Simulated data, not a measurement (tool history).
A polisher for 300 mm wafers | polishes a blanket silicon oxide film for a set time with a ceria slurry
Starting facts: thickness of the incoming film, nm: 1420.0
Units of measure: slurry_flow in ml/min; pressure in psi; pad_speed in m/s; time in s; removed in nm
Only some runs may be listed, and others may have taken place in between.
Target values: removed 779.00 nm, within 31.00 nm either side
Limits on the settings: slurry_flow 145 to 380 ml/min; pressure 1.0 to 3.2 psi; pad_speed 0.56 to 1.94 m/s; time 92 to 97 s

Run 1, hour 0.0: slurry_flow 245 ml/min, pressure 2.1 psi, pad_speed 1.24 m/s, time 92 s. Result: removed 386.73 nm.
Run 2, hour 7.9: slurry_flow 245 ml/min, pressure 1.8 psi, pad_speed 1.24 m/s, time 92 s. Result: removed 331.02 nm.
Run 3, hour 12.8: slurry_flow 245 ml/min, pressure 1.8 psi, pad_speed 1.54 m/s, time 92 s. Result: removed 416.07 nm.
Run 4, hour 21.4: slurry_flow 245 ml/min, pressure 1.5 psi, pad_speed 1.54 m/s, time 92 s. Result: removed 356.35 nm.
Run 5, hour 27.5: slurry_flow 245 ml/min, pressure 1.7 psi, pad_speed 1.54 m/s, time 92 s. Result: removed 401.04 nm.
Run 6, hour 30.3: slurry_flow 245 ml/min, pressure 1.7 psi, pad_speed 1.84 m/s, time 92 s. Result: removed 481.37 nm.
Run 7, hour 31.0: slurry_flow 245 ml/min, pressure 1.8 psi, pad_speed 1.84 m/s, time 92 s. Result: removed 499.61 nm.
Run 8, hour 39.7: slurry_flow 245 ml/min, pressure 2.4 psi, pad_speed 1.88 m/s, time 92 s. Result: removed 654.17 nm.
Run 9, hour 44.3: slurry_flow 245 ml/min, pressure 2.6 psi, pad_speed 1.90 m/s, time 92 s. Result: removed 724.77 nm.

Next run, 5 choices. One meets every target within its allowed miss, the rest don't. Which?
Run A, hour 48.9: slurry_flow 280 ml/min, pressure 2.6 psi, pad_speed 1.84 m/s, time 92 s. Result: removed ?.
Run B, hour 48.9: slurry_flow 225 ml/min, pressure 2.7 psi, pad_speed 1.94 m/s, time 93 s. Result: removed ?.
Run C, hour 48.9: slurry_flow 170 ml/min, pressure 2.4 psi, pad_speed 1.90 m/s, time 93 s. Result: removed ?.
Run D, hour 48.9: slurry_flow 220 ml/min, pressure 2.5 psi, pad_speed 1.92 m/s, time 95 s. Result: removed ?.
Run E, hour 48.9: slurry_flow 285 ml/min, pressure 2.7 psi, pad_speed 1.72 m/s, time 93 s. Result: removed ?.

move  removed
   A   703.14
   B   756.73
   C   637.86
   D   710.20
   E   690.43
A: misses by more than the last run did
B: all results land within tolerance of their targets
C: misses by more than the last run did
D: misses by more than the last run did
E: misses by more than the last run did
So the answer is move B, the one that meets all the targets.

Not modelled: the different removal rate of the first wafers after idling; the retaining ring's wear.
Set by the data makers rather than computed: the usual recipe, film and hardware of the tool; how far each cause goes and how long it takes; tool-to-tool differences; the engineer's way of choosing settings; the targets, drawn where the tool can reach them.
